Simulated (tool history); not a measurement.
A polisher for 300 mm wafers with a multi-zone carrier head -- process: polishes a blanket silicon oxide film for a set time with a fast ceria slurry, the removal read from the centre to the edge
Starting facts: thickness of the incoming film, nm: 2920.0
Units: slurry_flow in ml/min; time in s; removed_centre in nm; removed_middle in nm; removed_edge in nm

run	hour	slurry_flow	centre_zone	middle_zone	edge_zone	time	removed_centre	removed_middle	removed_edge
1	0	175	1	1	1	33	379.71	379.35	380.45
2	7.8	170	0.97	0.99	0.98	31	341.54	352.53	357.4
3	10.8	170	0.96	0.99	0.96	29	320.16	329.27	316.01
4	17.5	160	0.93	0.98	0.96	28	294.52	310.19	310.24
5	21.9	160	0.93	1.02	0.96	28	296.56	324.35	316.81
6	26.6	155	0.91	1.01	0.94	27	276.8	307.78	289.02
7	28.8	115	0.81	0.91	0.98	23	199.86	227.33	245.56
8	29.6	120	0.81	0.92	0.97	23	200.78	230.98	250.44

For run 9, what comes out?
9	34.1	125	0.82	0.93	0.95	23	?	?	?

removed_centre: 204.8 nm
removed_middle: 231.83 nm
removed_edge: 245.06 nm

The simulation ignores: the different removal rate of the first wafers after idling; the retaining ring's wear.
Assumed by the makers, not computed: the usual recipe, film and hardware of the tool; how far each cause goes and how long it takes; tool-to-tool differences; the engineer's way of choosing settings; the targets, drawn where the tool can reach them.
